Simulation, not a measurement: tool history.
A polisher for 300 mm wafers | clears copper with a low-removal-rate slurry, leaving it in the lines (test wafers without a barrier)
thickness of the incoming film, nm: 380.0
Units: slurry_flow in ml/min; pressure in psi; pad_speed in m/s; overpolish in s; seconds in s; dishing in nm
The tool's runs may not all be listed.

run	day	slurry_flow	pressure	pad_speed	slurry_solids	overpolish	seconds	dishing
1	0.000	280	2.3	1.26	1.0	10	149.93	15.985
2	0.162	310	2.3	1.26	1.0	10	149.58	16.059
3	0.383	310	1.8	1.26	1.0	10	194.60	13.235
4	0.683	310	2.0	1.28	1.0	11	173.73	15.919
5	0.979	310	2.1	1.30	1.0	12	160.77	17.938
6	1.146	310	2.2	1.32	1.0	13	148.16	20.740
7	1.508	310	2.3	1.32	1.0	14	140.74	23.704
8	1.633	310	2.3	1.32	1.0	14	142.92	22.577

Run 9 comes next. What will it give?
9	1.917	310	2.4	1.34	1.0	15	?	?

{"run 9": {"seconds": 142.63, "dishing": 26.36}}

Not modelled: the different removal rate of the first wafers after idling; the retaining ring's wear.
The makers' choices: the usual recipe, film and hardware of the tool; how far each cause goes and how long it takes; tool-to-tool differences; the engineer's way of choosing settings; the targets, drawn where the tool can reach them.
